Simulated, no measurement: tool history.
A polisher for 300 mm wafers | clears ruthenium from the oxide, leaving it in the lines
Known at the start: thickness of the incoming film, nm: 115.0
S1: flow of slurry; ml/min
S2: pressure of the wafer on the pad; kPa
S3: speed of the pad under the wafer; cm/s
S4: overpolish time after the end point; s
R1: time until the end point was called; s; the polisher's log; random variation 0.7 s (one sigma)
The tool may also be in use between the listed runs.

run,day,S1,S2,S3,S4,R1
1,0,310,11,114,6,113.47
2,0.288,285,11,114,6,112.67
3,0.367,285,11.7,114,6,105.61
4,0.596,285,12.4,114,6,99.18
5,0.671,285,13.1,114,6,93.375
6,0.9,285,13.1,114,6,94.422
7,1.05,285,13.8,114,6,91.42
8,1.096,285,14.5,116,6,83.912
9,1.446,285,15.2,116,6,80.799
10,1.683,285,15.2,116,6,81.753
11,1.796,285,15.9,118,6,76.995
12,2.071,285,15.9,120,6,75.997

The next listed run, before its measurement:
# day 2.258: worn pad replaced by a new one
13,2.258,285,15.9,122,6,?

Run 13 gave R1 66.472 s.
